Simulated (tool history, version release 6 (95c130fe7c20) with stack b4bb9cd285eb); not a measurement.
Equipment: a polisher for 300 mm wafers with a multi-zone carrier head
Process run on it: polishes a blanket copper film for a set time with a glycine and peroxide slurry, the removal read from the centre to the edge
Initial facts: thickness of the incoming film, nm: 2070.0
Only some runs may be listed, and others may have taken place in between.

run	hour	flow of slurry (ml/min)	pressure of the head's centre zone	pressure of the head's middle zone	pressure of the head's edge zone	polishing time (s)	film removed at the wafer's centre (angstrom)	film removed at mid-radius (angstrom)	film removed at the wafer's edge (angstrom)
1	0.0	305	1.00	1.00	1.00	53	3259.0	3366.0	3352.9
2	9.0	305	0.99	1.00	0.99	51	3142.6	3243.2	3180.8
3	12.9	305	0.99	1.00	1.06	51	3082.7	3241.7	3256.3
4	13.8	370	0.99	1.00	1.06	51	3196.4	3284.6	3284.6
5	17.4	370	0.98	1.01	1.05	49	2944.7	3222.1	3169.7
6	18.7	370	0.98	1.01	1.12	49	3033.5	3147.8	3217.0
7	20.8	375	0.98	1.02	1.11	47	2888.9	3093.0	3095.6
8	21.8	380	0.98	1.02	1.10	45	2745.7	2920.7	2953.6
9	29.1	385	0.98	1.03	1.09	44	2754.7	2870.2	2830.7
10	36.9	385	0.97	1.04	1.08	43	2608.0	2889.4	2819.8
11	45.6	385	0.94	1.03	0.98	29	1693.2	1928.5	1811.9
12	50.8	385	0.94	1.04	1.00	29	1706.8	1936.0	1847.6
13	54.0	385	0.94	1.05	1.01	29	1691.3	1964.1	1842.6
14	55.6	385	0.94	1.06	1.02	29	1715.8	1969.9	1848.0
15	61.7	385	0.94	1.07	1.03	29	1730.8	1993.8	1817.8

For run 16, what comes out?
16	69.7	385	0.94	1.07	1.03	29	?	?	?

Run 16 measured film removed at the wafer's centre (angstrom) 1724.5, film removed at mid-radius (angstrom) 1967.4, film removed at the wafer's edge (angstrom) 1834.9.
